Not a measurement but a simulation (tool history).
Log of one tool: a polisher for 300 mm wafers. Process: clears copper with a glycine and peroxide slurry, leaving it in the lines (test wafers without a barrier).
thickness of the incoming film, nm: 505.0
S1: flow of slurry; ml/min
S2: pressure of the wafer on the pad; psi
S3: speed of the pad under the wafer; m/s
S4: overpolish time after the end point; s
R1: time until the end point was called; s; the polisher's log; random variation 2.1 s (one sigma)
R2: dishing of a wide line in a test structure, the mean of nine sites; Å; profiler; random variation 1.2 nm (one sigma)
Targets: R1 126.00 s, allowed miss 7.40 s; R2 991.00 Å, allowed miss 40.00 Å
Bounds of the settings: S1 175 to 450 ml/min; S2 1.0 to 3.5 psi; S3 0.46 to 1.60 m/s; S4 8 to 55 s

run	day	S1	S2	S3	S4	R1	R2
1	0.000	290	2.2	1.02	28	100.01	811.69
2	0.025	290	2.2	1.02	21	102.27	664.40
3	0.054	290	2.2	1.00	23	102.70	703.91
4	0.171	290	2.2	0.82	23	119.70	629.69
# day 0.375: slurry nozzle cleaned
5	0.375	260	2.2	0.82	23	119.84	640.52
6	0.542	260	2.2	1.00	23	102.60	704.41
7	0.900	260	2.2	1.00	25	101.27	733.13
8	1.212	260	2.2	0.98	27	104.67	787.05
9	1.392	260	2.2	0.98	28	104.02	774.72
10	1.592	260	2.2	0.98	30	100.85	835.74
11	1.967	260	2.1	0.98	31	104.90	835.84

4 next moves are on the table. One of them brings every result within its allowed miss. Which?
A	2.342	270	1.3	1.00	44	?	?
B	2.342	320	2.3	0.72	45	?	?
C	2.342	315	1.5	0.82	44	?	?
D	2.342	265	1.9	0.84	41	?	?

move	R1	R2
A	127.95	901.00
B	126.85	967.42
C	138.43	878.49
D	125.18	901.64
A: nearer than the last run, and not there yet
B: meets every target
C: nearer than the last run, and not there yet
D: nearer than the last run, and not there yet
Move B is the one to make.
